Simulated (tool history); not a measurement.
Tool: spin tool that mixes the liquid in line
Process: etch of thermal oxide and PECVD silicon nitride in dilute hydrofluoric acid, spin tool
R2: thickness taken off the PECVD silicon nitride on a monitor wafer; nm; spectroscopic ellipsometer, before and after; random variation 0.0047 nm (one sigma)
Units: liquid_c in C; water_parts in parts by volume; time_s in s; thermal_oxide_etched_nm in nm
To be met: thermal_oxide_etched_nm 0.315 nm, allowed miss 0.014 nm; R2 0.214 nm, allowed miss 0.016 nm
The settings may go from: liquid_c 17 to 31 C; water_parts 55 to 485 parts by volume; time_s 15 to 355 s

run 1 hour=0 | liquid_c=23 water_parts=270 time_s=180 | thermal_oxide_etched_nm=2.551 R2=1.6814
run 2 hour=5.5 | liquid_c=22 water_parts=300 time_s=160 | thermal_oxide_etched_nm=1.884 R2=1.2998
run 3 hour=12.2 | liquid_c=21.5 water_parts=325 time_s=140 | thermal_oxide_etched_nm=1.4939 R2=0.97035
run 4 hour=15.9 | liquid_c=21.5 water_parts=360 time_s=140 | thermal_oxide_etched_nm=1.3025 R2=0.91403
run 5 hour=19.6 | liquid_c=21.5 water_parts=425 time_s=140 | thermal_oxide_etched_nm=1.0459 R2=0.75915
run 6 hour=25.6 | liquid_c=21 water_parts=435 time_s=125 | thermal_oxide_etched_nm=0.87857 R2=0.63712
run 7 hour=26.4 | liquid_c=20.5 water_parts=440 time_s=110 | thermal_oxide_etched_nm=0.74388 R2=0.52061
run 8 hour=27.6 | liquid_c=20.5 water_parts=445 time_s=95 | thermal_oxide_etched_nm=0.64967 R2=0.45412
run 9 hour=28.1 | liquid_c=20.5 water_parts=450 time_s=85 | thermal_oxide_etched_nm=0.56259 R2=0.39001
run 10 hour=31.7 | liquid_c=20.5 water_parts=455 time_s=80 | thermal_oxide_etched_nm=0.52215 R2=0.36947
run 11 hour=38.9 | liquid_c=17 water_parts=485 time_s=25 | thermal_oxide_etched_nm=0.13014 R2=0.089101
run 12 hour=47.5 | liquid_c=17.5 water_parts=480 time_s=25 | thermal_oxide_etched_nm=0.13824 R2=0.094066
run 13 hour=55.8 | liquid_c=21.5 water_parts=370 time_s=15 | thermal_oxide_etched_nm=0.13229 R2=0.094193
run 14 hour=63.6 | liquid_c=21.5 water_parts=360 time_s=20 | thermal_oxide_etched_nm=0.18596 R2=0.12814
run 15 hour=65.1 | liquid_c=21.5 water_parts=360 time_s=20 | thermal_oxide_etched_nm=0.18562 R2=0.12812
run 16 hour=66.7 | liquid_c=21.5 water_parts=360 time_s=20 | thermal_oxide_etched_nm=0.1788 R2=0.12569
run 17 hour=75 | liquid_c=22.5 water_parts=320 time_s=20 | thermal_oxide_etched_nm=0.22228 R2=0.14737
run 18 hour=81.2 | liquid_c=23 water_parts=315 time_s=20 | thermal_oxide_etched_nm=0.23019 R2=0.1606
run 19 hour=82.9 | liquid_c=23.5 water_parts=295 time_s=20 | thermal_oxide_etched_nm=0.25556 R2=0.17561
run 20 hour=90 | liquid_c=23.5 water_parts=285 time_s=20 | thermal_oxide_etched_nm=0.26821 R2=0.18378
run 21 hour=95.9 | liquid_c=23.5 water_parts=280 time_s=20 | thermal_oxide_etched_nm=0.27172 R2=0.18203
run 22 hour=104 | liquid_c=23.5 water_parts=275 time_s=20 | thermal_oxide_etched_nm=0.28281 R2=0.18292
run 23 hour=106.5 | liquid_c=24.5 water_parts=280 time_s=20 | thermal_oxide_etched_nm=0.28163 R2=0.19271
run 24 hour=112.8 | liquid_c=24.5 water_parts=275 time_s=20 | thermal_oxide_etched_nm=0.28201 R2=0.19733
run 25 hour=113.6 | liquid_c=24.5 water_parts=270 time_s=20 | thermal_oxide_etched_nm=0.29469 R2=0.20763
run 26 hour=121.7 | liquid_c=24.5 water_parts=270 time_s=20 | thermal_oxide_etched_nm=0.29626 R2=0.20852
run 27 hour=126.1 | liquid_c=24 water_parts=245 time_s=15 | thermal_oxide_etched_nm=0.24207 R2=0.16117
run 28 hour=131.9 | liquid_c=27 water_parts=195 time_s=15 | thermal_oxide_etched_nm=0.36562 R2=0.24315

4 next moves are on the table. One of them brings every result within its allowed miss. Which?
run A hour=137.7 | liquid_c=26.5 water_parts=215 time_s=15 | thermal_oxide_etched_nm=? R2=?
run B hour=137.7 | liquid_c=18.5 water_parts=135 time_s=15 | thermal_oxide_etched_nm=? R2=?
run C hour=137.7 | liquid_c=27 water_parts=165 time_s=15 | thermal_oxide_etched_nm=? R2=?
run D hour=137.7 | liquid_c=22 water_parts=150 time_s=15 | thermal_oxide_etched_nm=? R2=?

move=A thermal_oxide_etched_nm=0.32264 R2=0.21696
move=B thermal_oxide_etched_nm=0.41246 R2=0.20425
move=C thermal_oxide_etched_nm=0.45359 R2=0.29183
move=D thermal_oxide_etched_nm=0.4201 R2=0.23288
A: meets every target
B: further off than the last run
C: further off than the last run
D: further off than the last run
The right move is A.
